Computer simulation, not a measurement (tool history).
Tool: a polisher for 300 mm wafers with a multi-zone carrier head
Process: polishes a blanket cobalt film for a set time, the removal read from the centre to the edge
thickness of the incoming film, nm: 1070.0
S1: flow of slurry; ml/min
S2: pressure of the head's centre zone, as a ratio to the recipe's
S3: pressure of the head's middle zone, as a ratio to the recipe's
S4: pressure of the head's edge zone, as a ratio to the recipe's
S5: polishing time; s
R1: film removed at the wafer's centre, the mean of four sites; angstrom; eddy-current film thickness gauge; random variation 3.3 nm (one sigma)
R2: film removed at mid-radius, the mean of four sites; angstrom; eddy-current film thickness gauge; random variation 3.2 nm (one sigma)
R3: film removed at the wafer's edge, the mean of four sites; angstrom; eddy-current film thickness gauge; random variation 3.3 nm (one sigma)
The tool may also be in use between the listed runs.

| run | day | S1 | S2 | S3 | S4 | S5 | R1 | R2 | R3 |
|---|---|---|---|---|---|---|---|---|---|
| 1 | 0.000 | 315 | 1.00 | 1.00 | 1.00 | 58 | 2474.2 | 2523.2 | 2455.6 |
| 2 | 0.250 | 315 | 1.00 | 1.00 | 0.95 | 58 | 2451.4 | 2493.4 | 2408.2 |
| 3 | 0.621 | 315 | 1.00 | 0.98 | 0.99 | 62 | 2684.0 | 2556.9 | 2654.8 |
| 4 | 0.933 | 315 | 1.00 | 0.95 | 0.99 | 62 | 2682.6 | 2585.2 | 2585.5 |
|  | 1.221 | slurry nozzle cleaned |
| 5 | 1.221 | 315 | 1.00 | 0.95 | 1.04 | 62 | 2719.8 | 2636.8 | 2778.0 |
| 6 | 1.454 | 320 | 1.02 | 0.98 | 1.07 | 63 | 2806.1 | 2725.9 | 2809.5 |

Forecast run 7:
| 7 | 1.788 | 320 | 1.02 | 0.98 | 1.09 | 65 | ? | ? | ? |

Run 7 gave R1 2923.5 angstrom, R2 2797.1 angstrom, R3 2970.9 angstrom.
